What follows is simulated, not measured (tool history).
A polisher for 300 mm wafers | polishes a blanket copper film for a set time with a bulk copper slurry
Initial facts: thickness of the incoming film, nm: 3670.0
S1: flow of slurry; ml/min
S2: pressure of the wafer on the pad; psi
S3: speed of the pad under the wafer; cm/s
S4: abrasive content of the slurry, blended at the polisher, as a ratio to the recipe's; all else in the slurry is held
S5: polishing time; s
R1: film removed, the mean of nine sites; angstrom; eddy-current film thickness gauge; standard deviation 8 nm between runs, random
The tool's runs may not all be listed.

{"run": 1, "day": 0.0, "S1": 250, "S2": 1.9, "S3": 136, "S4": 1, "S5": 48, "R1": 3408.6}
{"run": 2, "day": 0.142, "S1": 250, "S2": 2, "S3": 136, "S4": 1, "S5": 48, "R1": 3478.6}
{"run": 3, "day": 0.242, "S1": 250, "S2": 2, "S3": 136, "S4": 1, "S5": 48, "R1": 3448.2}
{"run": 4, "day": 0.438, "S1": 250, "S2": 2, "S3": 136, "S4": 1, "S5": 48, "R1": 3559.6}
{"run": 5, "day": 0.596, "S1": 250, "S2": 2.1, "S3": 136, "S4": 1, "S5": 48, "R1": 3598.8}
{"run": 6, "day": 0.875, "S1": 250, "S2": 2.2, "S3": 138, "S4": 1, "S5": 48, "R1": 3946.9}
{"run": 7, "day": 1.146, "S1": 250, "S2": 2.3, "S3": 138, "S4": 1, "S5": 48, "R1": 4215.6}

The next listed run, before its measurement:
{"run": 8, "day": 1.35, "S1": 250, "S2": 2.3, "S3": 138, "S4": 1, "S5": 48, "R1": "?"}

R1: 4000.2 angstrom

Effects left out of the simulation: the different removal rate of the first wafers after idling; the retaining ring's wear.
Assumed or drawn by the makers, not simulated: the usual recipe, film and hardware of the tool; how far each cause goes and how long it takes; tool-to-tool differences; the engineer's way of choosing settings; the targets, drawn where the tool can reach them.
